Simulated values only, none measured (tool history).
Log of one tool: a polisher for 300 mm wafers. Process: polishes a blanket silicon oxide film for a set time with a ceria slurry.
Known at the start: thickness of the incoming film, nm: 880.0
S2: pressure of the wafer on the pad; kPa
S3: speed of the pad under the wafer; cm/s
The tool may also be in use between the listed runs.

run 1 day=0 | flow_of_slurry_(ml/min)=205 S2=17.9 S3=114 polishing_time_(s)=107 | film_removed_(nm)=409.58
run 2 day=0.375 | flow_of_slurry_(ml/min)=205 S2=13.8 S3=114 polishing_time_(s)=107 | film_removed_(nm)=320.16
run 3 day=0.471 | flow_of_slurry_(ml/min)=205 S2=13.8 S3=114 polishing_time_(s)=107 | film_removed_(nm)=316.84
run 4 day=0.696 | flow_of_slurry_(ml/min)=160 S2=13.8 S3=114 polishing_time_(s)=107 | film_removed_(nm)=304.52
run 5 day=0.858 | flow_of_slurry_(ml/min)=160 S2=13.1 S3=114 polishing_time_(s)=107 | film_removed_(nm)=291.11
run 6 day=1.212 | flow_of_slurry_(ml/min)=160 S2=12.4 S3=114 polishing_time_(s)=107 | film_removed_(nm)=277.54
run 7 day=1.45 | flow_of_slurry_(ml/min)=155 S2=9.7 S3=114 polishing_time_(s)=107 | film_removed_(nm)=217.87

Forecast run 8:
run 8 day=1.775 | flow_of_slurry_(ml/min)=160 S2=9.7 S3=114 polishing_time_(s)=107 | film_removed_(nm)=?

film removed (nm): 220.7

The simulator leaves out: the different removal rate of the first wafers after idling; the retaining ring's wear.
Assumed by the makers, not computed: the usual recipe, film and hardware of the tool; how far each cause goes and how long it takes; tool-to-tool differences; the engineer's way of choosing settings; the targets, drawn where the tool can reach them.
